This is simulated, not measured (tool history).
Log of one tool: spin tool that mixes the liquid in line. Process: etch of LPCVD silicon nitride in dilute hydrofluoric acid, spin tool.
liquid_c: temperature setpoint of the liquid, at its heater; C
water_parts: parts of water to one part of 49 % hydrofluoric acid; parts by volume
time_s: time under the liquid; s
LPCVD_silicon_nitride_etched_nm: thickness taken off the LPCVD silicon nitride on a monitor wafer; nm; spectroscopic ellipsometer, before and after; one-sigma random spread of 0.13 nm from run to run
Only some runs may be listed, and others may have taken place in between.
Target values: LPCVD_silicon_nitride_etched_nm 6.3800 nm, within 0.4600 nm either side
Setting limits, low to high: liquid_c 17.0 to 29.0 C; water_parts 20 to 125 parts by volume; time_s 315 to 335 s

run,hour,liquid_c,water_parts,time_s,LPCVD_silicon_nitride_etched_nm
1,0.0,21.0,70,315,2.0698
2,2.3,21.0,85,315,1.6071
3,3.9,23.0,70,320,2.3498
4,12.8,24.5,55,325,3.2596
5,14.2,21.5,55,325,2.7470
6,20.0,21.5,55,335,2.8404
7,25.3,23.5,45,335,3.8085
8,30.4,27.5,30,335,7.6528

Which of these 4 next moves meets every target?
A,35.5,22.0,20,335,?
B,35.5,27.0,40,315,?
C,35.5,29.0,25,335,?
D,35.5,28.5,35,315,?

move,LPCVD_silicon_nitride_etched_nm
A,7.7740
B,5.2595
C,10.0850
D,6.6171
A: lands further from the targets than the last run did
B: moves the result that the last run missed by most past its target, out the other side
C: lands further from the targets than the last run did
D: hits every target within its allowed miss
The move that meets every target is D.

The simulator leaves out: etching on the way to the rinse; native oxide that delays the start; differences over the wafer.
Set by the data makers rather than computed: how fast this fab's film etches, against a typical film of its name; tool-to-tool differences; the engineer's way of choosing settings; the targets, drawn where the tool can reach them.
